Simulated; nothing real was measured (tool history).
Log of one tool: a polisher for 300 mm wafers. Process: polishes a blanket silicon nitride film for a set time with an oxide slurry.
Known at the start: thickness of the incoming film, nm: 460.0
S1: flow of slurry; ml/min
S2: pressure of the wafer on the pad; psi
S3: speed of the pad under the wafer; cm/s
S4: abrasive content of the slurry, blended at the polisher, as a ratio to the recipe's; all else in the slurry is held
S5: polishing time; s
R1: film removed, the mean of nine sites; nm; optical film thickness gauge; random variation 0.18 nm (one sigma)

| run | hour | S1 | S2 | S3 | S4 | S5 | R1 |
|---|---|---|---|---|---|---|---|
| 1 | 0.0 | 145 | 4.8 | 140 | 1.0 | 34 | 29.879 |
| 2 | 6.3 | 145 | 4.8 | 126 | 1.0 | 34 | 26.730 |
| 3 | 10.8 | 145 | 4.4 | 124 | 1.0 | 34 | 24.672 |
| 4 | 15.5 | 145 | 4.4 | 124 | 1.0 | 30 | 22.011 |
| 5 | 24.1 | 145 | 4.1 | 124 | 1.0 | 30 | 20.280 |
| 6 | 27.4 | 145 | 3.9 | 124 | 1.0 | 30 | 19.021 |
| 7 | 31.5 | 145 | 3.8 | 124 | 1.0 | 30 | 18.364 |
| 8 | 39.7 | 145 | 3.7 | 124 | 1.0 | 30 | 18.136 |
| 9 | 45.9 | 135 | 2.5 | 122 | 1.0 | 30 | 12.347 |

Run 10 comes next. What will it give?
| 10 | 54.3 | 140 | 2.6 | 122 | 1.0 | 30 | ? |

{"run 10": {"R1": 13.168}}
